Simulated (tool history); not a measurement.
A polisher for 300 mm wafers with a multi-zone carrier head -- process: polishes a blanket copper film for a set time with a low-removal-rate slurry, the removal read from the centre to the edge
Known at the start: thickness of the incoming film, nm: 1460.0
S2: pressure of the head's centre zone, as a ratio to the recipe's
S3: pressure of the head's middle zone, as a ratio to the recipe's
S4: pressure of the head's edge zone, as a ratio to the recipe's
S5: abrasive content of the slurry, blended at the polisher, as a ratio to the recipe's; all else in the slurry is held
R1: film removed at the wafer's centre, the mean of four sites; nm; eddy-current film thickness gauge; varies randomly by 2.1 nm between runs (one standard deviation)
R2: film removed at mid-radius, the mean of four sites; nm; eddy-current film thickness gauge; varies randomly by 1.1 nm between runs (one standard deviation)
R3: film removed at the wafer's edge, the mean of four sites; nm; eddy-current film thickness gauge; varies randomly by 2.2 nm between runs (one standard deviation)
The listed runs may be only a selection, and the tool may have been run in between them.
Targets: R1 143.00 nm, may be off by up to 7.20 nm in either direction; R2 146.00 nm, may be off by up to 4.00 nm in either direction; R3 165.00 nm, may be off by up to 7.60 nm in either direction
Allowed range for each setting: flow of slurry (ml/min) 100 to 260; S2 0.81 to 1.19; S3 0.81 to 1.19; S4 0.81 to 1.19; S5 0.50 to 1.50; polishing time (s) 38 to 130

run 1 day=0.000 | flow_of_slurry_(ml/min)=165 S2=1.00 S3=1.00 S4=1.00 S5=1.00 polishing_time_(s)=84 | R1=179.74 R2=181.02 R3=182.98
run 2 day=0.362 | flow_of_slurry_(ml/min)=165 S2=1.00 S3=1.00 S4=0.97 S5=1.00 polishing_time_(s)=84 | R1=182.82 R2=181.70 R3=184.14
run 3 day=0.408 | flow_of_slurry_(ml/min)=160 S2=0.98 S3=0.98 S4=0.98 S5=0.95 polishing_time_(s)=84 | R1=173.48 R2=175.66 R3=182.74
run 4 day=0.517 | flow_of_slurry_(ml/min)=195 S2=0.98 S3=0.98 S4=0.98 S5=0.95 polishing_time_(s)=84 | R1=180.96 R2=182.24 R3=186.88
run 5 day=0.788 | flow_of_slurry_(ml/min)=190 S2=0.97 S3=0.97 S4=0.97 S5=0.90 polishing_time_(s)=84 | R1=182.31 R2=179.12 R3=183.85
run 6 day=0.892 | flow_of_slurry_(ml/min)=165 S2=0.97 S3=0.97 S4=0.97 S5=0.90 polishing_time_(s)=84 | R1=170.55 R2=174.70 R3=178.17
run 7 day=0.925 | flow_of_slurry_(ml/min)=160 S2=0.96 S3=0.95 S4=0.97 S5=0.90 polishing_time_(s)=84 | R1=172.08 R2=169.74 R3=180.24
run 8 day=1.171 | flow_of_slurry_(ml/min)=160 S2=0.96 S3=0.95 S4=0.97 S5=0.90 polishing_time_(s)=84 | R1=171.09 R2=172.49 R3=175.72
run 9 day=1.217 | flow_of_slurry_(ml/min)=155 S2=0.95 S3=0.93 S4=1.00 S5=0.90 polishing_time_(s)=84 | R1=164.79 R2=169.29 R3=187.52
run 10 day=1.529 | flow_of_slurry_(ml/min)=150 S2=0.94 S3=0.92 S4=0.99 S5=0.85 polishing_time_(s)=84 | R1=165.53 R2=160.87 R3=177.88

Which one of the following 5 next-run settings gets every result inside its allowed miss? There is exactly one.
run A day=1.842 | flow_of_slurry_(ml/min)=140 S2=0.89 S3=0.81 S4=1.09 S5=1.00 polishing_time_(s)=84 | R1=? R2=? R3=?
run B day=1.842 | flow_of_slurry_(ml/min)=145 S2=0.90 S3=0.89 S4=0.98 S5=0.70 polishing_time_(s)=79 | R1=? R2=? R3=?
run C day=1.842 | flow_of_slurry_(ml/min)=120 S2=0.90 S3=1.10 S4=0.86 S5=0.85 polishing_time_(s)=82 | R1=? R2=? R3=?
run D day=1.842 | flow_of_slurry_(ml/min)=155 S2=1.02 S3=0.83 S4=0.85 S5=0.70 polishing_time_(s)=89 | R1=? R2=? R3=?
run E day=1.842 | flow_of_slurry_(ml/min)=155 S2=1.11 S3=0.82 S4=0.96 S5=0.60 polishing_time_(s)=86 | R1=? R2=? R3=?

move=A R1=161.67 R2=151.29 R3=191.23
move=B R1=147.35 R2=146.35 R3=164.78
move=C R1=151.81 R2=178.75 R3=163.41
move=D R1=190.40 R2=157.81 R3=177.82
move=E R1=196.56 R2=148.16 R3=176.09
A: nearer the targets than the last run, but a result is still out of spec
B: hits every target within its allowed miss
C: moves away from the targets compared with the last run
D: moves away from the targets compared with the last run
E: gets the furthest-off result to its target, but another result is out of tolerance
Move B is the one to make.
